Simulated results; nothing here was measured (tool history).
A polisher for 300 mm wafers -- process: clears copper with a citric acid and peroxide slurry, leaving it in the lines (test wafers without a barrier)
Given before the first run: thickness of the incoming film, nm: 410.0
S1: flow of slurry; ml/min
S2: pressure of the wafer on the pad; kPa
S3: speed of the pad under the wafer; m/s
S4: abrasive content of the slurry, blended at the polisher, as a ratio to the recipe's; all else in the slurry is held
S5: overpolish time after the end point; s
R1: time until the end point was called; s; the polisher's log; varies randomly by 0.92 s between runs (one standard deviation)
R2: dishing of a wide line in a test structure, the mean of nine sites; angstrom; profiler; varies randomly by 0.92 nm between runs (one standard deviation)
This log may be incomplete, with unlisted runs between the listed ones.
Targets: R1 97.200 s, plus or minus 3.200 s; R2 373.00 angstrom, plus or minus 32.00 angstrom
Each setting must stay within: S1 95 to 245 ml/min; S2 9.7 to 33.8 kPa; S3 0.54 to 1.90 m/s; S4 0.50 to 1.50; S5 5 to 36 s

run	hour	S1	S2	S3	S4	S5	R1	R2
1	0.0	155	21.4	1.22	1.00	18	124.590	410.42
2	7.5	140	21.4	1.22	1.00	18	128.640	418.41
3	15.5	150	22.1	1.22	1.00	17	121.900	431.69
4	16.4	150	26.9	1.22	1.00	17	102.670	495.66
5	17.6	110	26.9	1.22	1.00	17	108.170	452.39
6	21.7	110	30.3	1.22	1.00	17	98.373	507.63
7	30.0	110	30.3	1.22	1.00	16	97.375	488.10
8	32.6	110	30.3	1.22	1.00	15	97.372	463.33

Consider the 4 candidate settings below. Which is the only one whose results all fall within their allowed miss of target?
A	35.2	100	31.7	1.04	1.10	18	?	?
B	35.2	170	29.0	1.18	1.15	15	?	?
C	35.2	120	26.9	1.32	1.05	12	?	?
D	35.2	115	31.0	1.18	1.05	14	?	?

move	R1	R2
A	108.780	463.41
B	95.006	443.07
C	97.965	352.17
D	96.425	412.29
A: lands further from the targets than the last run did
B: an improvement on the last run, though not all results are within tolerance
C: every result lands within tolerance
D: an improvement on the last run, though not all results are within tolerance
Answer: C
